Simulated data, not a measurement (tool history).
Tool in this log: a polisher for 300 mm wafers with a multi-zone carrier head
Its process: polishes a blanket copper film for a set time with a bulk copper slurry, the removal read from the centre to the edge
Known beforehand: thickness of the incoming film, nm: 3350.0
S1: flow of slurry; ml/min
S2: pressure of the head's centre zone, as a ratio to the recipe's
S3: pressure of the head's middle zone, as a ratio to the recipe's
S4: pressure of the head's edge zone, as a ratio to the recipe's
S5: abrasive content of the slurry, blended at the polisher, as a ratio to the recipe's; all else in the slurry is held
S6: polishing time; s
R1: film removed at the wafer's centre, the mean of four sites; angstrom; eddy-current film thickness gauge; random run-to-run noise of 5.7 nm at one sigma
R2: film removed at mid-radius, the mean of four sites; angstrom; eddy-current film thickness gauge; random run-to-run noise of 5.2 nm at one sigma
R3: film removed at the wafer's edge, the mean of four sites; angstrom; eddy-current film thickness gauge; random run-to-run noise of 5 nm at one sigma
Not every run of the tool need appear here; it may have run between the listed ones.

run,hour,S1,S2,S3,S4,S5,S6,R1,R2,R3
1,0.0,315,1.00,1.00,1.00,1.00,41,4100.8,4040.4,3986.8
2,9.0,315,1.00,1.00,1.00,1.00,32,3254.5,3179.4,3074.6
3,14.3,360,1.00,1.00,1.00,1.00,32,3304.9,3197.9,3094.7
4,20.0,360,1.00,1.00,1.00,0.90,32,3175.4,3100.0,2999.5
5,27.2,360,0.99,1.01,1.01,0.95,34,3426.3,3386.4,3189.4
6,30.1,345,0.97,1.01,1.02,1.00,36,3592.9,3578.1,3475.1
7,35.7,335,0.95,1.02,1.03,1.05,37,3545.5,3780.9,3596.5
8,38.8,330,0.95,1.02,1.04,1.10,38,3673.1,3981.9,3861.7
9,47.9,330,0.95,1.02,1.04,1.10,38,3729.0,3975.2,3810.9
10,50.8,325,0.95,1.02,1.05,1.15,39,3803.8,4165.9,4011.5
11,59.3,325,0.96,1.02,1.06,1.20,40,4148.5,4255.3,4168.7
12,67.4,320,0.95,1.03,1.07,1.25,41,4219.7,4382.3,4357.1
13,75.4,320,0.94,1.04,1.08,1.30,42,4241.3,4676.9,4558.7
14,82.7,320,0.94,1.05,1.09,1.30,43,4288.2,4837.6,4757.7
15,85.0,320,0.95,1.06,1.10,1.30,43,4451.1,4859.8,4722.6
16,92.5,320,0.95,1.07,1.10,1.30,43,4465.4,4864.4,4613.1
17,98.6,320,0.92,1.08,1.12,1.40,46,4787.5,5305.3,5094.0
18,102.0,315,0.92,1.08,1.13,1.40,46,4638.7,5330.0,5266.2
19,104.2,315,0.92,1.09,1.13,1.40,46,4681.6,5396.7,5169.3

Run 20 comes next. What will it give?
20,107.6,310,0.92,1.11,1.15,1.45,47,?,?,?

{"run 20": {"R1": 4843.5, "R2": 5655.2, "R3": 5420.4}}
